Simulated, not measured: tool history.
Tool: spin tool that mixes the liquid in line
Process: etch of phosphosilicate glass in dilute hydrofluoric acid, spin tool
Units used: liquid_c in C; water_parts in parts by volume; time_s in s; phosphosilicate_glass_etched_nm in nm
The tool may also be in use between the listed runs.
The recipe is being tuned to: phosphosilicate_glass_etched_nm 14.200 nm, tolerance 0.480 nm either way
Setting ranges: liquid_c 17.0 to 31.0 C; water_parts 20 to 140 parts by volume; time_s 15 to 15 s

run	day	liquid_c	water_parts	time_s	phosphosilicate_glass_etched_nm
1	0.000	23.0	75	15	16.213
2	0.354	23.0	95	15	12.431
3	0.600	23.5	95	15	12.786
4	0.838	23.5	95	15	12.791
5	0.896	23.5	95	15	12.907
6	1.204	21.0	95	15	11.474
7	1.471	21.5	95	15	11.803
8	1.796	22.0	95	15	12.006
9	2.083	22.5	95	15	12.169

Next run, 4 choices. One meets every target within its allowed miss, the rest don't. Which?
A	2.371	22.5	90	15	?
B	2.371	26.5	105	15	?
C	2.371	21.5	80	15	?
D	2.371	20.5	85	15	?

move	phosphosilicate_glass_etched_nm
A	12.985
B	12.793
C	14.193
D	12.744
A: nearer the targets than the last run, but a result is still out of spec
B: nearer the targets than the last run, but a result is still out of spec
C: all results in spec
D: nearer the targets than the last run, but a result is still out of spec
Answer: C

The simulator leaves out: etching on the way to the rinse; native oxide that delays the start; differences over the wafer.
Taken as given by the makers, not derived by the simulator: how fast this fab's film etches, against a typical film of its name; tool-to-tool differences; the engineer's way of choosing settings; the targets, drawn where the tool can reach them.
